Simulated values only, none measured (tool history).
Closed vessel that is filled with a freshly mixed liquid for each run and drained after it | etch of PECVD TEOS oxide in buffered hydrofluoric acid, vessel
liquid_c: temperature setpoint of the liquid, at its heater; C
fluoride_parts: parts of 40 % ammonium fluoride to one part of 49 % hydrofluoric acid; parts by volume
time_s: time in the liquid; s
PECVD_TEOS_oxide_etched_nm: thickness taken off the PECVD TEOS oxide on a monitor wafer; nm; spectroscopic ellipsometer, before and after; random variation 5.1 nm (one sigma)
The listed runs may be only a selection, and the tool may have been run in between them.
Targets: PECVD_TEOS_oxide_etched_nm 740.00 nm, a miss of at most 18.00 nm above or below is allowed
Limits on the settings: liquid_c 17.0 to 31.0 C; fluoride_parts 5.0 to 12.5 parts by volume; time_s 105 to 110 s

run  hour  liquid_c  fluoride_parts  time_s  PECVD_TEOS_oxide_etched_nm
  1   0.0      23.0             7.5     105                      429.59
  2   5.5      26.5             7.5     105                      512.26
  3   9.3      27.0             7.5     105                      534.63
  4  10.2      27.0             7.5     105                      526.69
  5  12.6      27.0             6.5     105                      600.34
  6  19.2      27.0             6.5     110                      632.66
  7  24.0      27.0             6.5     110                      629.83
  8  30.9      27.5             6.5     110                      655.59

Exercise: of the 4 proposed moves below, exactly one satisfies all targets within the stated allowed misses. Which move is it?
  A  37.8      26.5             5.0     110                           ?
  B  37.8      29.0             5.5     105                           ?
  C  37.8      27.0             5.5     110                           ?
  D  37.8      31.0             6.0     105                           ?

move  PECVD_TEOS_oxide_etched_nm
   A                      768.70
   B                      773.09
   C                      728.49
   D                      797.47
A: pushes the last run's worst result past its target
B: pushes the last run's worst result past its target
C: meets every target
D: pushes the last run's worst result past its target
The right move is C.

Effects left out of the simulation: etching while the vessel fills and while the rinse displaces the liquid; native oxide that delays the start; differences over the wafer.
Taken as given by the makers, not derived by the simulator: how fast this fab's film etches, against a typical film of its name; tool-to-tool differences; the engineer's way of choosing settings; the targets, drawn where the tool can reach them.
